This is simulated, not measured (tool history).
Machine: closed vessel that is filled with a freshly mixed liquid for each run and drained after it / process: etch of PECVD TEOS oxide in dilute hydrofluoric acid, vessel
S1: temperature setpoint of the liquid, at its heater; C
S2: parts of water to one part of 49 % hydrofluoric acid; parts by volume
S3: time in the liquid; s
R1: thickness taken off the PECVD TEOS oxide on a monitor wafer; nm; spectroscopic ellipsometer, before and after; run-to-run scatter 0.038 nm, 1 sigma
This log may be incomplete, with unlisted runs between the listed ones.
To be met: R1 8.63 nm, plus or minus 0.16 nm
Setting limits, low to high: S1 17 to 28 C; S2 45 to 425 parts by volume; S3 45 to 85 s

run,day,S1,S2,S3,R1
1,0,20,235,85,3.9996
2,0.125,22,235,85,4.3078
3,0.433,24,205,85,5.5347
4,0.738,24,275,85,3.8084
5,1.092,25.5,235,85,4.8622
6,1.462,25.5,320,85,3.3092
7,1.654,28,225,85,5.6436
8,1.683,28,195,85,6.7378
9,1.929,28,180,85,7.4561
10,2.071,28,180,85,7.45
11,2.267,28,170,85,7.9144
12,2.604,28,165,85,8.2544
13,2.833,28,165,85,8.2225

Which one of the following 4 next-run settings gets every result inside its allowed miss? There is exactly one.
A,3.062,28,160,85,?
B,3.062,28,175,85,?
C,3.062,27,165,85,?
D,3.062,28,155,85,?

move,R1
A,8.6073
B,7.7263
C,7.9981
D,8.9402
A: every result lands within tolerance
B: moves away from the targets compared with the last run
C: moves away from the targets compared with the last run
D: the result that was furthest off in the last run now lies on the other side of its target
The right move is A.

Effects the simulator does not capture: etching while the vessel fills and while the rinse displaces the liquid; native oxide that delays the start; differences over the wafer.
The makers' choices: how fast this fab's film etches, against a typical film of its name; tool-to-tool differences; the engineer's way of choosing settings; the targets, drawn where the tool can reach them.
